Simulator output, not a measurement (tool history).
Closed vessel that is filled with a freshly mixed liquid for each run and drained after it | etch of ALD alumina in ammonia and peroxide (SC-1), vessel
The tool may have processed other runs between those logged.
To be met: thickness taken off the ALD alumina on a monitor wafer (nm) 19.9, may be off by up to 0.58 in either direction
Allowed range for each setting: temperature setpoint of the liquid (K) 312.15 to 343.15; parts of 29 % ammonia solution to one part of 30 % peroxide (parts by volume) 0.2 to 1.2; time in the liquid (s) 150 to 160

| run | hour | temperature setpoint of the liquid (K) | parts of 29 % ammonia solution to one part of 30 % peroxide (parts by volume) | time in the liquid (s) | thickness taken off the ALD alumina on a monitor wafer (nm) |
|---|---|---|---|---|---|
| 1 | 0 | 328.15 | 0.9 | 150 | 9.8603 |
| 2 | 5.4 | 329.65 | 0.9 | 150 | 10.596 |
| 3 | 12.5 | 329.65 | 0.9 | 160 | 11.298 |
| 4 | 17.9 | 331.15 | 0.9 | 160 | 12.286 |
| 5 | 24.9 | 332.65 | 0.9 | 160 | 13.318 |
| 6 | 32.9 | 333.65 | 0.9 | 160 | 13.846 |
| 7 | 36.5 | 334.65 | 0.9 | 160 | 14.529 |
| 8 | 38.6 | 335.65 | 0.9 | 160 | 15.443 |
| 9 | 43.2 | 336.15 | 0.9 | 160 | 15.611 |
| 10 | 46.1 | 336.15 | 0.9 | 160 | 16 |
| 11 | 51.8 | 336.15 | 0.9 | 160 | 15.743 |
| 12 | 53.2 | 341.65 | 0.9 | 160 | 20.546 |

Exercise: of the 4 proposed moves below, exactly one satisfies all targets within the stated allowed misses. Which move is it?
| A | 54.6 | 342.15 | 0.85 | 160 | ? |
| B | 54.6 | 342.15 | 0.95 | 160 | ? |
| C | 54.6 | 341.65 | 1.05 | 160 | ? |
| D | 54.6 | 340.15 | 1.2 | 160 | ? |

| move | thickness taken off the ALD alumina on a monitor wafer (nm) |
|---|---|
| A | 20.952 |
| B | 21.173 |
| C | 20.863 |
| D | 19.64 |
A: the biggest miss grows against the last run
B: the biggest miss grows against the last run
C: the biggest miss grows against the last run
D: all results in spec
D meets every target.
